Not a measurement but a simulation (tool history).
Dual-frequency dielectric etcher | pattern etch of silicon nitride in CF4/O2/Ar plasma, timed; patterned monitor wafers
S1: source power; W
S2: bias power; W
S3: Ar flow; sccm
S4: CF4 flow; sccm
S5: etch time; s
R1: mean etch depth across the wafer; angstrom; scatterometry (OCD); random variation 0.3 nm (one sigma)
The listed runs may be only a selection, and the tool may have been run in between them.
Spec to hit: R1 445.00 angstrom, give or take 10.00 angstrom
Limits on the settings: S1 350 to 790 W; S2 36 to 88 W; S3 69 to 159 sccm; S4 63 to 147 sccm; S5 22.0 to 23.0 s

run,hour,S1,S2,S3,S4,S5,R1
1,0.0,570,62,114,105,22.0,522.42
2,2.8,570,71,114,105,22.0,544.01
3,3.7,570,62,114,105,22.0,521.03
4,4.9,550,62,114,105,22.0,504.32
5,6.7,550,62,98,105,22.0,518.17
6,9.8,550,62,98,119,22.0,524.08
7,17.4,440,61,98,119,22.0,420.37
8,19.1,450,61,98,119,22.0,431.14

Pick the move, out of 4, that brings all results within their allowed miss; only one does.
A,20.8,490,64,81,103,22.0,?
B,20.8,450,61,94,106,23.0,?
C,20.8,470,59,103,121,23.0,?
D,20.8,470,62,106,131,22.5,?

move,R1
A,474.09
B,444.58
C,462.19
D,464.28
A: takes the result that was furthest off past its target
B: all results in spec
C: takes the result that was furthest off past its target
D: takes the result that was furthest off past its target
B meets every target.
